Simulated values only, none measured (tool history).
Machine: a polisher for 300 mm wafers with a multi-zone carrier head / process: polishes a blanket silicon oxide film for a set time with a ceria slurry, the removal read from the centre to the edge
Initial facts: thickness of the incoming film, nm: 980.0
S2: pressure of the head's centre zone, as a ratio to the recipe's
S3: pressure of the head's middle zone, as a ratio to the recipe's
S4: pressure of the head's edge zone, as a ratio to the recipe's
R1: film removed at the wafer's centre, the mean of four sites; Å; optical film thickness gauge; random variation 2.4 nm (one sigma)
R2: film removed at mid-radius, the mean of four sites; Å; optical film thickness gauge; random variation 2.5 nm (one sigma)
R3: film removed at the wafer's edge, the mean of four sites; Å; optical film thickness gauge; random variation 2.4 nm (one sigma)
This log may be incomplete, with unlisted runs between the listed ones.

{"run": 1, "hour": 0.0, "flow of slurry (ml/min)": 215, "S2": 1, "S3": 1, "S4": 1, "polishing time (s)": 89, "R1": 2538.3, "R2": 2558.5, "R3": 2549.8}
{"run": 2, "hour": 8.7, "flow of slurry (ml/min)": 215, "S2": 1, "S3": 0.95, "S4": 1, "polishing time (s)": 89, "R1": 2566.2, "R2": 2470.3, "R3": 2586.2}
{"run": 3, "hour": 15.0, "flow of slurry (ml/min)": 265, "S2": 1, "S3": 0.95, "S4": 1, "polishing time (s)": 89, "R1": 2620.4, "R2": 2577.8, "R3": 2601.3}
{"run": 4, "hour": 16.0, "flow of slurry (ml/min)": 255, "S2": 0.96, "S3": 0.92, "S4": 0.98, "polishing time (s)": 86, "R1": 2480.3, "R2": 2458.9, "R3": 2483.8}
{"run": 5, "hour": 21.7, "flow of slurry (ml/min)": 240, "S2": 0.93, "S3": 0.9, "S4": 0.99, "polishing time (s)": 84, "R1": 2297.7, "R2": 2329.4, "R3": 2473.5}
{"run": 6, "hour": 25.2, "flow of slurry (ml/min)": 240, "S2": 0.93, "S3": 0.9, "S4": 1.05, "polishing time (s)": 84, "R1": 2236.8, "R2": 2345.9, "R3": 2541.7}
{"run": 7, "hour": 31.7, "flow of slurry (ml/min)": 230, "S2": 0.92, "S3": 0.89, "S4": 1.03, "polishing time (s)": 82, "R1": 2208, "R2": 2231.6, "R3": 2464}
{"run": 8, "hour": 40.0, "flow of slurry (ml/min)": 230, "S2": 0.92, "S3": 0.89, "S4": 1.03, "polishing time (s)": 82, "R1": 2230.9, "R2": 2251.8, "R3": 2443.6}

Run 9 is up next; what results do you expect?
{"run": 9, "hour": 42.4, "flow of slurry (ml/min)": 225, "S2": 0.91, "S3": 0.89, "S4": 1.02, "polishing time (s)": 81, "R1": "?", "R2": "?", "R3": "?"}

Run 9 measured R1 2141 Å, R2 2201 Å, R3 2425.7 Å.
